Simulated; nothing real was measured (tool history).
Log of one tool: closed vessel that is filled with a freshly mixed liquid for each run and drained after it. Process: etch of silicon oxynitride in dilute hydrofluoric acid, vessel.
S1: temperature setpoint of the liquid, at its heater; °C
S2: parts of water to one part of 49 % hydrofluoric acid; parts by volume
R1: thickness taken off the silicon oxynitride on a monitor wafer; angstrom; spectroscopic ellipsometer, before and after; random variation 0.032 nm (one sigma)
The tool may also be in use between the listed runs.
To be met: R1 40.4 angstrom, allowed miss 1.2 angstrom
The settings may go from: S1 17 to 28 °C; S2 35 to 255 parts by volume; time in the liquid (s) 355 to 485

Run 1, hour 0: S1 20 °C, S2 145 parts by volume, time in the liquid (s) 485. Result: R1 62.894 angstrom.
Run 2, hour 2.9: S1 17.5 °C, S2 145 parts by volume, time in the liquid (s) 485. Result: R1 55.415 angstrom.
Run 3, hour 4.3: S1 19 °C, S2 145 parts by volume, time in the liquid (s) 485. Result: R1 58.956 angstrom.
Run 4, hour 11.7: S1 18.5 °C, S2 155 parts by volume, time in the liquid (s) 485. Result: R1 54.115 angstrom.
Run 5, hour 18.5: S1 18.5 °C, S2 135 parts by volume, time in the liquid (s) 485. Result: R1 62.583 angstrom.
Run 6, hour 24.2: S1 18.5 °C, S2 135 parts by volume, time in the liquid (s) 355. Result: R1 46.307 angstrom.
Run 7, hour 28.4: S1 18 °C, S2 140 parts by volume, time in the liquid (s) 355. Result: R1 43.599 angstrom.
Run 8, hour 34.1: S1 17.5 °C, S2 140 parts by volume, time in the liquid (s) 355. Result: R1 41.78 angstrom.

Which of these 4 next moves meets every target?
Run A, hour 39.8: S1 17 °C, S2 150 parts by volume, time in the liquid (s) 380. Result: R1 ?.
Run B, hour 39.8: S1 18 °C, S2 145 parts by volume, time in the liquid (s) 375. Result: R1 ?.
Run C, hour 39.8: S1 19.5 °C, S2 180 parts by volume, time in the liquid (s) 435. Result: R1 ?.
Run D, hour 39.8: S1 17 °C, S2 175 parts by volume, time in the liquid (s) 420. Result: R1 ?.

move      R1
   A    40.3
   B  43.339
   C  42.608
   D  37.634
A: meets every target
B: further off than the last run
C: further off than the last run
D: takes the result that was furthest off past its target
The right move is A.
